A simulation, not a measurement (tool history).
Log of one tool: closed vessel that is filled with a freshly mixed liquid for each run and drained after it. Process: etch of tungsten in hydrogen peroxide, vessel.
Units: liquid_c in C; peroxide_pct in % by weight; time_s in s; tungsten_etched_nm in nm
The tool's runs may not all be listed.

run 1 hour=0 | liquid_c=48 peroxide_pct=18.5 time_s=95 | tungsten_etched_nm=115.97
run 2 hour=7.9 | liquid_c=52 peroxide_pct=18.5 time_s=95 | tungsten_etched_nm=148.77
run 3 hour=10.7 | liquid_c=49 peroxide_pct=18.5 time_s=95 | tungsten_etched_nm=123.31
run 4 hour=14 | liquid_c=52.5 peroxide_pct=18.5 time_s=95 | tungsten_etched_nm=152
run 5 hour=19.9 | liquid_c=55.5 peroxide_pct=18.5 time_s=95 | tungsten_etched_nm=183.74
run 6 hour=27 | liquid_c=55.5 peroxide_pct=22.5 time_s=95 | tungsten_etched_nm=203.43
run 7 hour=29.6 | liquid_c=57 peroxide_pct=22.5 time_s=95 | tungsten_etched_nm=220.42
run 8 hour=32.3 | liquid_c=58 peroxide_pct=22.5 time_s=95 | tungsten_etched_nm=232.43
run 9 hour=40.5 | liquid_c=59 peroxide_pct=22.5 time_s=95 | tungsten_etched_nm=249.21

Forecast run 10:
run 10 hour=44.1 | liquid_c=59 peroxide_pct=22.5 time_s=95 | tungsten_etched_nm=?

{"run 10": {"tungsten_etched_nm": 249.97}}
